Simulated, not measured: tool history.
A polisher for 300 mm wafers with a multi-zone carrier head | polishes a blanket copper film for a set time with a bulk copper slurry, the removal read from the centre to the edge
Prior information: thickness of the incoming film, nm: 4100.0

run,day,flow of slurry (ml/min),pressure of the head's centre zone,pressure of the head's middle zone,pressure of the head's edge zone,abrasive content of the slurry,polishing time (s),film removed at the wafer's centre (Å),film removed at mid-radius (Å),film removed at the wafer's edge (Å)
1,0.000,170,1.00,1.00,1.00,1.00,37,3395.8,3353.5,3415.4
2,0.317,180,1.03,0.98,1.05,1.15,39,3751.2,3571.6,3705.8
3,0.538,180,1.07,0.98,1.05,1.15,39,3909.0,3578.0,3654.7
4,0.904,180,1.07,0.98,1.05,1.35,39,3967.3,3687.4,3823.3
5,1.000,185,1.08,0.95,1.08,1.40,41,4272.0,3840.0,4044.7
6,1.229,185,1.08,0.95,1.08,1.50,41,4302.7,3871.2,4156.7
7,1.479,185,1.08,0.92,1.11,1.50,43,4574.2,3946.2,4437.0

For run 8, what comes out?
8,1.758,195,1.08,0.91,1.13,1.50,44,?,?,?

Run 8 produced film removed at the wafer's centre (Å) 4711.2, film removed at mid-radius (Å) 4001.7, film removed at the wafer's edge (Å) 4636.7.

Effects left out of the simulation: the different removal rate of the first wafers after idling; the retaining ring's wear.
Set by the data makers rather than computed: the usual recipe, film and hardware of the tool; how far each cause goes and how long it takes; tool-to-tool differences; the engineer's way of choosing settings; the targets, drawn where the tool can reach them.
